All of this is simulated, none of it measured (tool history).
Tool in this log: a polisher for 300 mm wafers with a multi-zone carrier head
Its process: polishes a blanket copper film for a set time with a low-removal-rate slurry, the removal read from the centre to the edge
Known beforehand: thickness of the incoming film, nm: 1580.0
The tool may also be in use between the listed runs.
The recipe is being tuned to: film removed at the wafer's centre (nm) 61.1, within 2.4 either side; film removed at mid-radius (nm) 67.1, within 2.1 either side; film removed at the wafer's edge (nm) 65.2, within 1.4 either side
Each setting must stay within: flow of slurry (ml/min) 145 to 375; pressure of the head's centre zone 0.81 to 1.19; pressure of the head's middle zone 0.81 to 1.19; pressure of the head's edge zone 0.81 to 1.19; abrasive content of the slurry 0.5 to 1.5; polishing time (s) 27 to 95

| run | day | flow of slurry (ml/min) | pressure of the head's centre zone | pressure of the head's middle zone | pressure of the head's edge zone | abrasive content of the slurry | polishing time (s) | film removed at the wafer's centre (nm) | film removed at mid-radius (nm) | film removed at the wafer's edge (nm) |
|---|---|---|---|---|---|---|---|---|---|---|
| 1 | 0 | 240 | 1 | 1 | 1 | 1 | 61 | 119.18 | 117.15 | 118.18 |
| 2 | 0.358 | 240 | 1 | 1 | 1.04 | 1 | 61 | 117.95 | 116.41 | 119.76 |
| 3 | 0.725 | 235 | 0.98 | 1 | 1.01 | 0.9 | 56 | 103.42 | 103.92 | 105.56 |
| 4 | 0.992 | 235 | 0.98 | 1 | 1.01 | 1.1 | 56 | 108.93 | 111.88 | 112.07 |
| 5 | 1.112 | 235 | 1.04 | 1 | 1.01 | 1.1 | 56 | 115.76 | 109.95 | 113.2 |
| 6 | 1.179 | 295 | 1.04 | 1 | 1.01 | 1.1 | 56 | 118.66 | 115.67 | 114 |
| 7 | 1.271 | 295 | 1 | 0.99 | 0.99 | 1 | 52 | 101.67 | 100.77 | 101.46 |
| 8 | 1.508 | 300 | 0.98 | 0.99 | 0.97 | 0.9 | 50 | 95.363 | 94.675 | 93.383 |
| 9 | 1.675 | 300 | 0.95 | 0.99 | 0.96 | 0.85 | 48 | 89.365 | 87.416 | 88.554 |
| 10 | 1.996 | 300 | 0.92 | 1.01 | 0.96 | 0.8 | 46 | 78.217 | 86.04 | 82.793 |
| 11 | 2.35 | 230 | 0.87 | 0.91 | 0.86 | 0.55 | 41 | 56.535 | 57.695 | 58.572 |
| 12 | 2.442 | 250 | 0.87 | 0.92 | 0.87 | 0.55 | 41 | 55.817 | 59.441 | 60.164 |
| 13 | 2.767 | 265 | 0.88 | 0.93 | 0.87 | 0.55 | 41 | 56.66 | 59.048 | 60.188 |
| 14 | 3.121 | 270 | 0.92 | 1.03 | 0.96 | 0.75 | 42 | 67.744 | 76.814 | 73.842 |
| 15 | 3.371 | 255 | 0.92 | 1.02 | 0.95 | 0.75 | 42 | 68.617 | 74.819 | 71.868 |
| 16 | 3.471 | 240 | 0.91 | 1.01 | 0.94 | 0.75 | 42 | 66.312 | 72.899 | 71.822 |
| 17 | 3.846 | 230 | 0.91 | 1.01 | 0.92 | 0.75 | 42 | 66.777 | 73.41 | 70.56 |
| 18 | 3.946 | 220 | 0.9 | 1 | 0.91 | 0.75 | 42 | 66.423 | 71.973 | 70.638 |
| 19 | 4.071 | 220 | 0.89 | 1 | 0.89 | 0.75 | 42 | 65.261 | 73.249 | 68.87 |
| 20 | 4.383 | 215 | 0.88 | 0.99 | 0.88 | 0.75 | 42 | 65.709 | 71.632 | 69.205 |
| 21 | 4.533 | 210 | 0.87 | 0.98 | 0.87 | 0.75 | 42 | 64.838 | 71.541 | 68.068 |
| 22 | 4.779 | 205 | 0.86 | 0.97 | 0.87 | 0.75 | 42 | 61.505 | 70.543 | 68.355 |
| 23 | 5.075 | 200 | 0.86 | 0.96 | 0.86 | 0.75 | 42 | 62.299 | 69.154 | 68.14 |
| 24 | 5.183 | 200 | 0.86 | 0.96 | 0.85 | 0.75 | 42 | 61.507 | 68.638 | 67.691 |
| 25 | 5.338 | 200 | 0.86 | 0.96 | 0.84 | 0.75 | 42 | 60.949 | 69.426 | 66.824 |

Next run, 5 choices. One meets every target within its allowed miss, the rest don't. Which?
| A | 5.492 | 220 | 0.98 | 0.99 | 0.81 | 0.75 | 39 | ? | ? | ? |
| B | 5.492 | 205 | 0.86 | 0.95 | 0.83 | 0.7 | 42 | ? | ? | ? |
| C | 5.492 | 150 | 0.87 | 0.94 | 0.88 | 0.95 | 41 | ? | ? | ? |
| D | 5.492 | 220 | 0.91 | 0.95 | 0.85 | 0.6 | 42 | ? | ? | ? |
| E | 5.492 | 180 | 0.9 | 0.92 | 0.91 | 0.7 | 41 | ? | ? | ? |

| move | film removed at the wafer's centre (nm) | film removed at mid-radius (nm) | film removed at the wafer's edge (nm) |
|---|---|---|---|
| A | 67.79 | 67.01 | 61.319 |
| B | 61.606 | 67.251 | 64.566 |
| C | 63.192 | 68.104 | 68.863 |
| D | 62.056 | 63.887 | 61.836 |
| E | 61.371 | 62.464 | 64.638 |
A: takes the biggest miss from the last run beyond its target
B: every result within its allowed miss
C: moves away from the targets compared with the last run
D: takes the biggest miss from the last run beyond its target
E: meets the target for the result that was furthest off, but another lies outside its allowed miss
Answer: B

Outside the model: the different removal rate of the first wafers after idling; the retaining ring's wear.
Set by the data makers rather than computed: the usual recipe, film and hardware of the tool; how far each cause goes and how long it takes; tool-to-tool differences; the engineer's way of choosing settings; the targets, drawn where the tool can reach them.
